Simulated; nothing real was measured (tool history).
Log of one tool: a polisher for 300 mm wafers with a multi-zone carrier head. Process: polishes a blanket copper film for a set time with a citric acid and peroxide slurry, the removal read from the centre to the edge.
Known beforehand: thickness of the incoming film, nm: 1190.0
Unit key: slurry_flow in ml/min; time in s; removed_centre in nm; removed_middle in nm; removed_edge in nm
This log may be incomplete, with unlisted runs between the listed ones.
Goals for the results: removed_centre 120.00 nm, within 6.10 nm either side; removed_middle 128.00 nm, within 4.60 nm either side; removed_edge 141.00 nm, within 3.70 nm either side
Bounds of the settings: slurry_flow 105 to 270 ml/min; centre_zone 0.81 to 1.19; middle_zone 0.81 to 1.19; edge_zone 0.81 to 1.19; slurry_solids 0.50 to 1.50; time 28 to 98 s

{"run": 1, "day": 0.0, "slurry_flow": 175, "centre_zone": 1.0, "middle_zone": 1.0, "edge_zone": 1.0, "slurry_solids": 1.0, "time": 63, "removed_centre": 150.54, "removed_middle": 147.82, "removed_edge": 156.02}
{"run": 2, "day": 0.092, "slurry_flow": 175, "centre_zone": 1.0, "middle_zone": 1.0, "edge_zone": 1.0, "slurry_solids": 0.85, "time": 63, "removed_centre": 146.57, "removed_middle": 147.03, "removed_edge": 152.35}
{"run": 3, "day": 0.15, "slurry_flow": 175, "centre_zone": 1.0, "middle_zone": 1.0, "edge_zone": 0.95, "slurry_solids": 0.85, "time": 63, "removed_centre": 146.95, "removed_middle": 147.4, "removed_edge": 147.34}
{"run": 4, "day": 0.196, "slurry_flow": 175, "centre_zone": 1.0, "middle_zone": 1.0, "edge_zone": 0.91, "slurry_solids": 0.85, "time": 63, "removed_centre": 144.98, "removed_middle": 151.55, "removed_edge": 145.39}
{"run": 5, "day": 0.417, "slurry_flow": 170, "centre_zone": 0.99, "middle_zone": 0.99, "edge_zone": 0.91, "slurry_solids": 0.85, "time": 63, "removed_centre": 147.49, "removed_middle": 149.04, "removed_edge": 145.53}
{"run": 6, "day": 0.538, "slurry_flow": 170, "centre_zone": 0.97, "middle_zone": 0.98, "edge_zone": 0.92, "slurry_solids": 0.8, "time": 63, "removed_centre": 138.26, "removed_middle": 144.85, "removed_edge": 142.02}
{"run": 7, "day": 0.892, "slurry_flow": 125, "centre_zone": 0.9, "middle_zone": 0.88, "edge_zone": 1.0, "slurry_solids": 0.85, "time": 63, "removed_centre": 127.51, "removed_middle": 135.83, "removed_edge": 147.83}
{"run": 8, "day": 1.071, "slurry_flow": 125, "centre_zone": 0.9, "middle_zone": 0.87, "edge_zone": 1.0, "slurry_solids": 0.85, "time": 63, "removed_centre": 124.0, "removed_middle": 132.71, "removed_edge": 146.94}
{"run": 9, "day": 1.175, "slurry_flow": 120, "centre_zone": 0.9, "middle_zone": 0.85, "edge_zone": 0.98, "slurry_solids": 0.8, "time": 63, "removed_centre": 121.17, "removed_middle": 129.27, "removed_edge": 145.38}

Exactly one of the 5 candidate moves below puts every result within its allowed miss. Which one?
{"run": "A", "day": 1.279, "slurry_flow": 110, "centre_zone": 0.86, "middle_zone": 0.87, "edge_zone": 1.02, "slurry_solids": 1.05, "time": 62, "removed_centre": "?", "removed_middle": "?", "removed_edge": "?"}
{"run": "B", "day": 1.279, "slurry_flow": 130, "centre_zone": 0.91, "middle_zone": 0.82, "edge_zone": 1.06, "slurry_solids": 1.0, "time": 61, "removed_centre": "?", "removed_middle": "?", "removed_edge": "?"}
{"run": "C", "day": 1.279, "slurry_flow": 115, "centre_zone": 0.81, "middle_zone": 0.82, "edge_zone": 1.03, "slurry_solids": 0.8, "time": 66, "removed_centre": "?", "removed_middle": "?", "removed_edge": "?"}
{"run": "D", "day": 1.279, "slurry_flow": 110, "centre_zone": 0.86, "middle_zone": 0.81, "edge_zone": 1.03, "slurry_solids": 0.8, "time": 66, "removed_centre": "?", "removed_middle": "?", "removed_edge": "?"}
{"run": "E", "day": 1.279, "slurry_flow": 140, "centre_zone": 0.88, "middle_zone": 0.83, "edge_zone": 0.97, "slurry_solids": 0.7, "time": 62, "removed_centre": "?", "removed_middle": "?", "removed_edge": "?"}

move=A removed_centre=119.91 removed_middle=132.86 removed_edge=150.75
move=B removed_centre=126.61 removed_middle=128.51 removed_edge=152.17
move=C removed_centre=116.80 removed_middle=133.63 removed_edge=156.51
move=D removed_centre=123.40 removed_middle=132.20 removed_edge=156.00
move=E removed_centre=120.36 removed_middle=126.99 removed_edge=142.83
A: misses by more than the last run did
B: misses by more than the last run did
C: misses by more than the last run did
D: misses by more than the last run did
E: all results in spec
Answer: E

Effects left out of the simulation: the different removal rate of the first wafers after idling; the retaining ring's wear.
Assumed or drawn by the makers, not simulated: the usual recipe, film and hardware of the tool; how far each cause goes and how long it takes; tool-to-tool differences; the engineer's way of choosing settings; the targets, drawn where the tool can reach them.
